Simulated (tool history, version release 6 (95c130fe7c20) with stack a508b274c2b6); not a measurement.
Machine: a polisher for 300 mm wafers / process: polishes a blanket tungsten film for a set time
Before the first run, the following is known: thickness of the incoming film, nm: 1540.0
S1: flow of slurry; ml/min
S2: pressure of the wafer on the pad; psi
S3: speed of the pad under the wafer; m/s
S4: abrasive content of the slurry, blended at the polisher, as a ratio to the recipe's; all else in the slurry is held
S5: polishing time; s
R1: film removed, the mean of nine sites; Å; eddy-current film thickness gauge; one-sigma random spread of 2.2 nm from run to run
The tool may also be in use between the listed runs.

Run 1, hour 0: S1 185 ml/min, S2 4.3 psi, S3 1.22 m/s, S4 1, S5 51 s. Result: R1 4052.9 Å.
Run 2, hour 1.1: S1 185 ml/min, S2 3.9 psi, S3 1.14 m/s, S4 1, S5 51 s. Result: R1 3414.6 Å.
Run 3, hour 4.6: S1 155 ml/min, S2 3.9 psi, S3 1.14 m/s, S4 1, S5 51 s. Result: R1 3322.5 Å.
Run 4, hour 13.1: S1 125 ml/min, S2 3.9 psi, S3 1.14 m/s, S4 1, S5 51 s. Result: R1 3191.9 Å.
Run 5, hour 19: S1 125 ml/min, S2 3.9 psi, S3 1.14 m/s, S4 0.8, S5 51 s. Result: R1 2967.2 Å.
Run 6, hour 21.8: S1 125 ml/min, S2 3.6 psi, S3 1.12 m/s, S4 0.8, S5 51 s. Result: R1 2753.5 Å.
Run 7, hour 30.8: S1 125 ml/min, S2 2.4 psi, S3 0.88 m/s, S4 0.75, S5 50 s. Result: R1 1393.3 Å.

Run 8, settings as shown, results not yet in. Your forecast:
Run 8, hour 31.4: S1 125 ml/min, S2 2.5 psi, S3 0.88 m/s, S4 0.75, S5 50 s. Result: R1 ?.

Run 8 gave R1 1488.3 Å.

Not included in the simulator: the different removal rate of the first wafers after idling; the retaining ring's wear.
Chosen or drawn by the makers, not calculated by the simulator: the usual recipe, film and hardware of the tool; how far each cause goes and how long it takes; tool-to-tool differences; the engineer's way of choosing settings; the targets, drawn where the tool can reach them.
